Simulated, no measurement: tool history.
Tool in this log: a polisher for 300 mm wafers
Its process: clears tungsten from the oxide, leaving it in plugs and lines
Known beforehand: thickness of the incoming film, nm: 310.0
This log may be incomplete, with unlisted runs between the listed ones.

run    day  flow of slurry (ml/min)  pressure of the wafer on the pad (kPa)  speed of the pad under the wafer (m/s)  abrasive content of the slurry  overpolish time after the end point (s)  time until the end point was called (s)
  1      0                      280                                      31                                    0.98                               1                                       24                                   56.766
  2  0.075                      280                                    26.2                                    0.98                               1                                       24                                   68.309
  3  0.208                      280                                    28.3                                    0.98                               1                                       24                                   64.178
  4  0.533                      255                                    28.3                                    0.98                               1                                       24                                   64.865
     0.871  -- head pressure recalibrated
  5  0.871                      255                                    28.3                                    0.98                               1                                       24                                   57.891
  6  1.042                      255                                    25.5                                    0.98                               1                                       24                                   62.738

Expected results for the next run?
  7  1.229                      255                                    34.5                                    1.04                               1                                       24                                        ?

time until the end point was called (s): 44.369
